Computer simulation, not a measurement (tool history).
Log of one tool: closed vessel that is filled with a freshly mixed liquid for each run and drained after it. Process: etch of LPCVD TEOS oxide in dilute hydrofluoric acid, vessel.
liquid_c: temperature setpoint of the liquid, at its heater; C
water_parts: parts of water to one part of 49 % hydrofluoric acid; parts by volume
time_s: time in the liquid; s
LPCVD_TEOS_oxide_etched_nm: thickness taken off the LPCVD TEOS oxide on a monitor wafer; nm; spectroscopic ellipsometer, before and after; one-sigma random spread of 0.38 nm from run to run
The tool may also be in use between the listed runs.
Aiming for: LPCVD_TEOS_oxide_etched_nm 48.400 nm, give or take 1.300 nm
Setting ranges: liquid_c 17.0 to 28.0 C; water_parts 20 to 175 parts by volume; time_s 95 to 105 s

run	hour	liquid_c	water_parts	time_s	LPCVD_TEOS_oxide_etched_nm
1	0.0	20.0	95	95	24.743
2	6.6	20.0	95	105	27.187
3	9.2	23.0	95	105	30.654
4	13.5	24.5	85	105	36.908
5	17.6	24.5	85	105	36.915
6	23.1	25.5	80	105	40.761
7	29.9	26.0	80	105	41.629
8	31.3	26.5	80	105	42.722
9	32.4	27.0	80	105	43.810
10	34.5	27.5	80	105	44.612

4 next moves are on the table. One of them brings every result within its allowed miss. Which?
A	36.6	25.5	80	105	?
B	36.6	24.0	70	105	?
C	36.6	28.0	80	105	?
D	36.6	27.5	75	105	?

move	LPCVD_TEOS_oxide_etched_nm
A	40.648
B	44.315
C	44.840
D	47.233
A: its largest miss is bigger than the last run's
B: its largest miss is bigger than the last run's
C: better than the last run, though not everything is in spec
D: all results in spec
Move D is the one to make.
